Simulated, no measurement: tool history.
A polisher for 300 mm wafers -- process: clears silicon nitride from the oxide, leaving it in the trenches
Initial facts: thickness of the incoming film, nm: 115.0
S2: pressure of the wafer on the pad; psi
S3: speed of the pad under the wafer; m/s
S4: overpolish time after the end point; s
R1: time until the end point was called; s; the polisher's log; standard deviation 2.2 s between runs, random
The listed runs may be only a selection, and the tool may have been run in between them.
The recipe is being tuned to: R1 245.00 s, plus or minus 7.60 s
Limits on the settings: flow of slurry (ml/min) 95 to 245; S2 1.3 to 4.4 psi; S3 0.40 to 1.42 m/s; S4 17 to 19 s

{"run": 1, "hour": 0.0, "flow of slurry (ml/min)": 155, "S2": 2.8, "S3": 0.9, "S4": 17, "R1": 131.61}
{"run": 2, "hour": 7.0, "flow of slurry (ml/min)": 125, "S2": 2.8, "S3": 0.9, "S4": 17, "R1": 132.67}
{"run": 3, "hour": 16.0, "flow of slurry (ml/min)": 125, "S2": 2.4, "S3": 0.9, "S4": 17, "R1": 155.94}
{"run": 4, "hour": 18.3, "flow of slurry (ml/min)": 125, "S2": 2.1, "S3": 0.9, "S4": 17, "R1": 171.93}
{"run": 5, "hour": 22.9, "flow of slurry (ml/min)": 125, "S2": 1.5, "S3": 0.9, "S4": 17, "R1": 225.84}
{"run": 6, "hour": 31.2, "flow of slurry (ml/min)": 145, "S2": 1.5, "S3": 0.9, "S4": 17, "R1": 220.65}
{"run": 7, "hour": 34.4, "flow of slurry (ml/min)": 125, "S2": 1.3, "S3": 0.88, "S4": 17, "R1": 259.22}
{"run": 8, "hour": 39.4, "flow of slurry (ml/min)": 130, "S2": 1.3, "S3": 0.88, "S4": 17, "R1": 255.58}
{"run": 9, "hour": 40.0, "flow of slurry (ml/min)": 135, "S2": 1.3, "S3": 0.88, "S4": 17, "R1": 255.92}

Which single option among these 4 for the next run brings every result within its allowed miss of target? Just one does.
{"run": "A", "hour": 40.6, "flow of slurry (ml/min)": 135, "S2": 1.3, "S3": 0.78, "S4": 17, "R1": "?"}
{"run": "B", "hour": 40.6, "flow of slurry (ml/min)": 120, "S2": 1.6, "S3": 0.72, "S4": 17, "R1": "?"}
{"run": "C", "hour": 40.6, "flow of slurry (ml/min)": 110, "S2": 1.4, "S3": 0.9, "S4": 17, "R1": "?"}
{"run": "D", "hour": 40.6, "flow of slurry (ml/min)": 150, "S2": 1.6, "S3": 0.68, "S4": 19, "R1": "?"}

move=A R1=288.52
move=B R1=269.34
move=C R1=243.83
move=D R1=276.58
A: the biggest miss grows against the last run
B: the biggest miss grows against the last run
C: every result within its allowed miss
D: the biggest miss grows against the last run
C is the move that brings every result within its allowed miss.

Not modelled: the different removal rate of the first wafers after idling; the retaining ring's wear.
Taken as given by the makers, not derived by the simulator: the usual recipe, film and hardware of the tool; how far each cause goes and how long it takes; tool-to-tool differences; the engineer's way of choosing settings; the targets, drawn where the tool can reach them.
